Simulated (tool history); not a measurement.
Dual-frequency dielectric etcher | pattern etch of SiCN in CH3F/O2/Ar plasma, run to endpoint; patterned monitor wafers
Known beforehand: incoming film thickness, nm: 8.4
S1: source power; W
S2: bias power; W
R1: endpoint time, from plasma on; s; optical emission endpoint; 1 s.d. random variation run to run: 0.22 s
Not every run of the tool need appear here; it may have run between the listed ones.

Run 1, hour 0.0: S1 360 W, S2 69 W. Result: R1 24.522 s.
Run 2, hour 5.7: S1 340 W, S2 67 W. Result: R1 25.340 s.
Run 3, hour 14.0: S1 330 W, S2 66 W. Result: R1 25.903 s.
Run 4, hour 22.0: S1 360 W, S2 66 W. Result: R1 24.546 s.
Run 5, hour 28.1: S1 340 W, S2 65 W. Result: R1 25.522 s.
Run 6, hour 35.2: S1 330 W, S2 64 W. Result: R1 26.248 s.
Run 7, hour 40.5: S1 320 W, S2 64 W. Result: R1 26.511 s.

Run 8 is up next; what results do you expect?
Run 8, hour 41.4: S1 280 W, S2 60 W. Result: R1 ?.

R1: 29.382 s

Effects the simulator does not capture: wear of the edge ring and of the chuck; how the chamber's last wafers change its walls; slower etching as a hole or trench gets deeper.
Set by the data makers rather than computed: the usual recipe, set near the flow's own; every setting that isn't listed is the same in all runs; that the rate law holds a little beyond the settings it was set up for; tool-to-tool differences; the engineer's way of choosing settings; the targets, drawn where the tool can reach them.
